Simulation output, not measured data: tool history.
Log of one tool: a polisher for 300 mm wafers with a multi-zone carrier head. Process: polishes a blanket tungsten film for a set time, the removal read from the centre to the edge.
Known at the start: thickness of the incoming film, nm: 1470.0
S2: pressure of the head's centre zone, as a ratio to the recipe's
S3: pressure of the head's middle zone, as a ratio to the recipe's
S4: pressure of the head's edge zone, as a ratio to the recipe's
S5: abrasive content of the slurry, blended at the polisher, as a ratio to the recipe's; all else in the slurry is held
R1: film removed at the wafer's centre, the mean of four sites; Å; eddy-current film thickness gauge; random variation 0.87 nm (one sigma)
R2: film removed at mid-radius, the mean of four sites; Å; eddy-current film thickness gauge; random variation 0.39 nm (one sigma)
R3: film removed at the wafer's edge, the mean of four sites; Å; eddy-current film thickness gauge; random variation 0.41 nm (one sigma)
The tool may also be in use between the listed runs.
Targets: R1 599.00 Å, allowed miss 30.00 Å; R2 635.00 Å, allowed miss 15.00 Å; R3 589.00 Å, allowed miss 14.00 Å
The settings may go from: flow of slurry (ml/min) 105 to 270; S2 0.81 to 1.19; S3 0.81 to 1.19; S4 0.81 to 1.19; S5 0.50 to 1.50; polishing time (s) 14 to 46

run 1 hour=0.0 | flow_of_slurry_(ml/min)=175 S2=1.00 S3=1.00 S4=1.00 S5=1.00 polishing_time_(s)=30 | R1=1129.20 R2=1125.90 R3=1123.00
run 2 hour=5.2 | flow_of_slurry_(ml/min)=170 S2=0.99 S3=1.00 S4=0.98 S5=0.95 polishing_time_(s)=29 | R1=1025.10 R2=1079.80 R3=1056.20
run 3 hour=13.4 | flow_of_slurry_(ml/min)=170 S2=0.99 S3=1.00 S4=0.98 S5=1.10 polishing_time_(s)=29 | R1=1105.30 R2=1117.50 R3=1097.30
run 4 hour=17.8 | flow_of_slurry_(ml/min)=170 S2=1.02 S3=1.00 S4=0.98 S5=1.10 polishing_time_(s)=29 | R1=1147.00 R2=1113.90 R3=1112.30
run 5 hour=21.6 | flow_of_slurry_(ml/min)=175 S2=1.02 S3=0.99 S4=0.96 S5=1.05 polishing_time_(s)=28 | R1=1092.00 R2=1051.40 R3=1049.80
run 6 hour=30.5 | flow_of_slurry_(ml/min)=175 S2=1.02 S3=0.99 S4=0.96 S5=1.15 polishing_time_(s)=28 | R1=1142.90 R2=1080.70 R3=1083.20
run 7 hour=33.8 | flow_of_slurry_(ml/min)=175 S2=1.02 S3=0.99 S4=0.94 S5=1.10 polishing_time_(s)=27 | R1=1042.70 R2=1027.20 R3=995.06
run 8 hour=37.8 | flow_of_slurry_(ml/min)=175 S2=1.02 S3=0.98 S4=0.93 S5=1.05 polishing_time_(s)=26 | R1=1015.10 R2=980.69 R3=947.54
run 9 hour=43.3 | flow_of_slurry_(ml/min)=170 S2=1.01 S3=0.96 S4=0.92 S5=1.00 polishing_time_(s)=25 | R1=972.50 R2=900.63 R3=911.36
run 10 hour=46.5 | flow_of_slurry_(ml/min)=175 S2=1.00 S3=0.96 S4=0.91 S5=0.95 polishing_time_(s)=24 | R1=878.21 R2=867.59 R3=844.82
run 11 hour=54.6 | flow_of_slurry_(ml/min)=165 S2=1.00 S3=0.86 S4=0.81 S5=0.70 polishing_time_(s)=20 | R1=674.96 R2=621.58 R3=636.68
run 12 hour=61.7 | flow_of_slurry_(ml/min)=165 S2=1.00 S3=0.87 S4=0.81 S5=0.70 polishing_time_(s)=20 | R1=685.41 R2=627.08 R3=641.99
run 13 hour=65.5 | flow_of_slurry_(ml/min)=165 S2=0.99 S3=0.88 S4=0.81 S5=0.70 polishing_time_(s)=20 | R1=681.08 R2=631.20 R3=634.39
run 14 hour=66.9 | flow_of_slurry_(ml/min)=165 S2=0.98 S3=0.89 S4=0.81 S5=0.70 polishing_time_(s)=20 | R1=666.38 R2=635.71 R3=637.75
run 15 hour=73.2 | flow_of_slurry_(ml/min)=165 S2=0.98 S3=0.90 S4=0.81 S5=0.70 polishing_time_(s)=20 | R1=677.43 R2=638.60 R3=639.26
run 16 hour=81.4 | flow_of_slurry_(ml/min)=165 S2=0.97 S3=0.91 S4=0.81 S5=0.70 polishing_time_(s)=20 | R1=685.70 R2=654.08 R3=641.07
run 17 hour=89.3 | flow_of_slurry_(ml/min)=160 S2=0.96 S3=0.92 S4=0.81 S5=0.70 polishing_time_(s)=20 | R1=654.54 R2=654.73 R3=635.89
run 18 hour=97.2 | flow_of_slurry_(ml/min)=155 S2=0.96 S3=0.93 S4=0.81 S5=0.70 polishing_time_(s)=20 | R1=646.29 R2=648.83 R3=627.41
run 19 hour=97.8 | flow_of_slurry_(ml/min)=150 S2=0.96 S3=0.94 S4=0.81 S5=0.70 polishing_time_(s)=20 | R1=643.43 R2=652.77 R3=625.95
run 20 hour=104.5 | flow_of_slurry_(ml/min)=145 S2=0.96 S3=0.94 S4=0.81 S5=0.70 polishing_time_(s)=20 | R1=625.47 R2=643.27 R3=622.84
run 21 hour=113.1 | flow_of_slurry_(ml/min)=145 S2=0.96 S3=0.95 S4=0.81 S5=0.70 polishing_time_(s)=20 | R1=636.31 R2=650.84 R3=622.34
run 22 hour=118.5 | flow_of_slurry_(ml/min)=120 S2=0.95 S3=0.99 S4=0.81 S5=0.55 polishing_time_(s)=20 | R1=575.23 R2=614.55 R3=577.16

5 next moves are on the table. One of them brings every result within its allowed miss. Which?
run A hour=123.9 | flow_of_slurry_(ml/min)=160 S2=0.95 S3=1.05 S4=0.82 S5=0.55 polishing_time_(s)=18 | R1=? R2=? R3=?
run B hour=123.9 | flow_of_slurry_(ml/min)=115 S2=1.00 S3=0.97 S4=0.81 S5=0.70 polishing_time_(s)=19 | R1=? R2=? R3=?
run C hour=123.9 | flow_of_slurry_(ml/min)=105 S2=0.86 S3=1.07 S4=0.88 S5=0.65 polishing_time_(s)=20 | R1=? R2=? R3=?
run D hour=123.9 | flow_of_slurry_(ml/min)=105 S2=0.93 S3=0.97 S4=0.89 S5=0.80 polishing_time_(s)=19 | R1=? R2=? R3=?
run E hour=123.9 | flow_of_slurry_(ml/min)=130 S2=0.96 S3=1.01 S4=0.84 S5=0.90 polishing_time_(s)=18 | R1=? R2=? R3=?

move=A R1=547.29 R2=625.39 R3=546.80
move=B R1=578.36 R2=593.94 R3=566.40
move=C R1=499.62 R2=651.68 R3=597.71
move=D R1=533.23 R2=591.82 R3=593.89
move=E R1=573.66 R2=631.82 R3=585.22
A: brings the result that was furthest off to its target, and leaves another outside
B: further off than the last run
C: takes the result that was furthest off past its target
D: further off than the last run
E: meets every target
Answer: E
